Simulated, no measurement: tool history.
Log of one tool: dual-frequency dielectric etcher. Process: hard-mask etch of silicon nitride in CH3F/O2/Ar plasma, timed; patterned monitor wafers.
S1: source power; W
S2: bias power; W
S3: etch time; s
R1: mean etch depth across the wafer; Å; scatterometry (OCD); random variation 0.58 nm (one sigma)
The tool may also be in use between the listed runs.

run  hour   S1  S2     S3      R1
  1   0.0  520  69  141.5  1081.5
  2   8.4  520  76  141.5  1126.5
  3  11.1  540  76  141.5  1136.1
  4  11.8  560  76  141.5  1147.6
  5  12.5  580  76  141.5  1165.4
  6  17.1  580  76  141.5  1166.3

The next listed run, before its measurement:
  7  18.1  590  76  141.5   ?

{"run 7": {"R1": 1178.0}}
